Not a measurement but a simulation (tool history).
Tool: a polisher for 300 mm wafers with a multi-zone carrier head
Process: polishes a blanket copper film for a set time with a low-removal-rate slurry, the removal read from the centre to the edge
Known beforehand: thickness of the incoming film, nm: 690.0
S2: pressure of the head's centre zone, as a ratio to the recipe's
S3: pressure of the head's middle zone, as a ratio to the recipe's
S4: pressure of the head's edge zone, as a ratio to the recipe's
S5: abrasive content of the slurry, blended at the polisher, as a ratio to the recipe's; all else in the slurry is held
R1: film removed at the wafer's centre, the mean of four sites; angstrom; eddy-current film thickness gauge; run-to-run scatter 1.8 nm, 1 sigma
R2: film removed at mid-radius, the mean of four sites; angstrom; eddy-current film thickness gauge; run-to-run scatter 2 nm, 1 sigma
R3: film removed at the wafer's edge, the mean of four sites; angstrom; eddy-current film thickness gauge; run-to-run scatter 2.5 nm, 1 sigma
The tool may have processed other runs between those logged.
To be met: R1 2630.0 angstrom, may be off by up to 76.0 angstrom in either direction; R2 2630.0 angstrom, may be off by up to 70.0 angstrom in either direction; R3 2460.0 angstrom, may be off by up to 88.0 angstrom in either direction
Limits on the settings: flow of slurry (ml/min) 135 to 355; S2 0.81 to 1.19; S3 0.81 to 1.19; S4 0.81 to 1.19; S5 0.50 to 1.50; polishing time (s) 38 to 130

run 1 hour=0.0 | flow_of_slurry_(ml/min)=225 S2=1.00 S3=1.00 S4=1.00 S5=1.00 polishing_time_(s)=84 | R1=1892.2 R2=1890.6 R3=1938.0
run 2 hour=3.4 | flow_of_slurry_(ml/min)=225 S2=1.00 S3=1.00 S4=0.92 S5=1.00 polishing_time_(s)=84 | R1=1904.2 R2=1936.0 R3=1871.8
run 3 hour=7.8 | flow_of_slurry_(ml/min)=235 S2=1.02 S3=1.02 S4=0.94 S5=1.10 polishing_time_(s)=85 | R1=1976.3 R2=1990.9 R3=1961.2
run 4 hour=12.4 | flow_of_slurry_(ml/min)=240 S2=1.04 S3=1.04 S4=0.94 S5=1.15 polishing_time_(s)=87 | R1=2069.6 R2=2116.3 R3=2001.4
run 5 hour=19.1 | flow_of_slurry_(ml/min)=240 S2=0.97 S3=1.04 S4=0.94 S5=1.15 polishing_time_(s)=87 | R1=1928.3 R2=2120.5 R3=2013.9
run 6 hour=26.3 | flow_of_slurry_(ml/min)=245 S2=1.00 S3=1.06 S4=0.96 S5=1.20 polishing_time_(s)=88 | R1=2063.5 R2=2183.7 R3=2062.4
run 7 hour=33.3 | flow_of_slurry_(ml/min)=250 S2=1.01 S3=1.07 S4=0.98 S5=1.25 polishing_time_(s)=89 | R1=2115.3 R2=2248.1 R3=2128.0
run 8 hour=41.1 | flow_of_slurry_(ml/min)=255 S2=1.03 S3=1.08 S4=1.00 S5=1.30 polishing_time_(s)=90 | R1=2206.1 R2=2309.7 R3=2168.0
run 9 hour=49.2 | flow_of_slurry_(ml/min)=260 S2=1.04 S3=1.09 S4=1.01 S5=1.35 polishing_time_(s)=91 | R1=2288.2 R2=2392.3 R3=2238.0
run 10 hour=53.3 | flow_of_slurry_(ml/min)=265 S2=1.05 S3=1.10 S4=1.02 S5=1.35 polishing_time_(s)=91 | R1=2319.3 R2=2359.4 R3=2258.3
run 11 hour=58.0 | flow_of_slurry_(ml/min)=270 S2=1.06 S3=1.11 S4=1.02 S5=1.35 polishing_time_(s)=92 | R1=2333.3 R2=2422.7 R3=2264.0
run 12 hour=62.9 | flow_of_slurry_(ml/min)=270 S2=1.07 S3=1.12 S4=1.03 S5=1.35 polishing_time_(s)=93 | R1=2422.6 R2=2478.6 R3=2328.7
run 13 hour=69.0 | flow_of_slurry_(ml/min)=325 S2=1.11 S3=1.16 S4=1.08 S5=1.35 polishing_time_(s)=93 | R1=2532.7 R2=2643.3 R3=2415.2

Exercise: of the 5 proposed moves below, exactly one satisfies all targets within the stated allowed misses. Which move is it?
run A hour=75.1 | flow_of_slurry_(ml/min)=340 S2=1.09 S3=1.17 S4=1.07 S5=1.40 polishing_time_(s)=89 | R1=? R2=? R3=?
run B hour=75.1 | flow_of_slurry_(ml/min)=310 S2=1.03 S3=1.13 S4=1.08 S5=1.25 polishing_time_(s)=97 | R1=? R2=? R3=?
run C hour=75.1 | flow_of_slurry_(ml/min)=345 S2=1.02 S3=1.18 S4=1.07 S5=1.45 polishing_time_(s)=97 | R1=? R2=? R3=?
run D hour=75.1 | flow_of_slurry_(ml/min)=325 S2=1.13 S3=1.15 S4=1.10 S5=1.30 polishing_time_(s)=94 | R1=? R2=? R3=?
run E hour=75.1 | flow_of_slurry_(ml/min)=355 S2=1.18 S3=1.19 S4=1.01 S5=1.20 polishing_time_(s)=93 | R1=? R2=? R3=?

move=A R1=2443.9 R2=2549.6 R3=2341.0
move=B R1=2446.4 R2=2626.0 R3=2501.5
move=C R1=2509.5 R2=2820.2 R3=2568.4
move=D R1=2632.4 R2=2610.0 R3=2469.6
move=E R1=2710.4 R2=2646.8 R3=2327.0
A: misses by more than the last run did
B: misses by more than the last run did
C: misses by more than the last run did
D: every result lands within tolerance
E: moves the result that the last run missed by most past its target, out the other side
The move that meets every target is D.
